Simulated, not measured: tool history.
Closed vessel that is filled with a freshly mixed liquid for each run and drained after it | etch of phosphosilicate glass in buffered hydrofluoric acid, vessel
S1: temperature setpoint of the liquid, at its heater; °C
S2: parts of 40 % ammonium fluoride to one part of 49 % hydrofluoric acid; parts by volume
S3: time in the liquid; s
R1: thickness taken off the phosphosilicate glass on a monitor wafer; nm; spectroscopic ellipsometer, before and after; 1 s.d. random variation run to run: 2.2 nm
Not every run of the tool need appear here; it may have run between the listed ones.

{"run": 1, "hour": 0.0, "S1": 25.0, "S2": 17.0, "S3": 100, "R1": 282.46}
{"run": 2, "hour": 5.5, "S1": 25.0, "S2": 17.0, "S3": 110, "R1": 311.08}
{"run": 3, "hour": 10.2, "S1": 25.0, "S2": 17.0, "S3": 110, "R1": 310.85}
{"run": 4, "hour": 12.0, "S1": 26.0, "S2": 16.0, "S3": 110, "R1": 348.66}
{"run": 5, "hour": 13.6, "S1": 27.0, "S2": 15.0, "S3": 110, "R1": 392.99}
{"run": 6, "hour": 22.6, "S1": 27.5, "S2": 14.0, "S3": 110, "R1": 431.67}
{"run": 7, "hour": 28.2, "S1": 28.0, "S2": 13.5, "S3": 110, "R1": 457.24}
{"run": 8, "hour": 32.3, "S1": 32.0, "S2": 9.5, "S3": 110, "R1": 782.92}

The next listed run, before its measurement:
{"run": 9, "hour": 33.5, "S1": 31.5, "S2": 9.5, "S3": 110, "R1": "?"}

{"run 9": {"R1": 762.44}}

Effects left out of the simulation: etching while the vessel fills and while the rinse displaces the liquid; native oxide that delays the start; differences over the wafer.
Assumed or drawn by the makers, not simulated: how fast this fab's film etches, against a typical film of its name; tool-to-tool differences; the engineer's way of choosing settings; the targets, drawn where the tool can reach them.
